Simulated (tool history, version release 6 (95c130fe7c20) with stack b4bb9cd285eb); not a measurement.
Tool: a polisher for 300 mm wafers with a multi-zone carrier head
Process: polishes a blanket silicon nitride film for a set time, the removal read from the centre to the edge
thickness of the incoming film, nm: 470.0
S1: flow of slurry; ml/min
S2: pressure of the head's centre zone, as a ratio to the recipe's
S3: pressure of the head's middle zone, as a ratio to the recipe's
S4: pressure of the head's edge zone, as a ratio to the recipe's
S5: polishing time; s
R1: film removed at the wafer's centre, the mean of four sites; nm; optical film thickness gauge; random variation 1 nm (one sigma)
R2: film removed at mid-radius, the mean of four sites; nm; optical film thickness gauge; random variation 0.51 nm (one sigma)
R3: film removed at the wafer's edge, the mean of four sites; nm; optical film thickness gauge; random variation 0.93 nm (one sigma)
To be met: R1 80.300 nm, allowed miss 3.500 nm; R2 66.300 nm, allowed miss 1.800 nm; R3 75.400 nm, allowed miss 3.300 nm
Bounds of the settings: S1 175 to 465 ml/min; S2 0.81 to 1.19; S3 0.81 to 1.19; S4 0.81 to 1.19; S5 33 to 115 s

run	day	S1	S2	S3	S4	S5	R1	R2	R3
1	0.000	295	1.00	1.00	1.00	73	99.992	102.530	101.970
2	0.138	295	1.00	1.00	0.96	73	102.360	101.300	96.900
3	0.192	295	1.00	1.05	0.96	73	102.400	105.770	95.802
4	0.271	285	1.01	0.98	0.94	67	93.730	90.696	88.332
5	0.562	275	1.01	0.93	0.92	64	88.640	83.023	85.310
6	0.604	270	1.02	0.89	0.90	62	85.879	78.205	82.308
7	0.675	270	1.02	0.89	0.90	62	85.130	77.454	79.852
8	0.975	260	1.04	0.87	0.91	60	86.685	73.231	79.394
9	1.204	250	1.04	0.85	0.90	59	82.261	68.715	77.855

4 next moves are on the table. One of them brings every result within its allowed miss. Which?
A	1.433	225	1.05	0.81	0.96	63	?	?	?
B	1.433	195	1.12	0.81	1.01	56	?	?	?
C	1.433	280	0.87	0.87	0.91	57	?	?	?
D	1.433	340	1.04	0.81	0.92	56	?	?	?

move	R1	R2	R3
A	87.835	70.499	83.612
B	79.690	61.183	74.835
C	71.983	69.668	75.344
D	81.858	65.818	75.604
A: further off than the last run
B: takes the result that was furthest off past its target
C: further off than the last run
D: meets every target
Answer: D
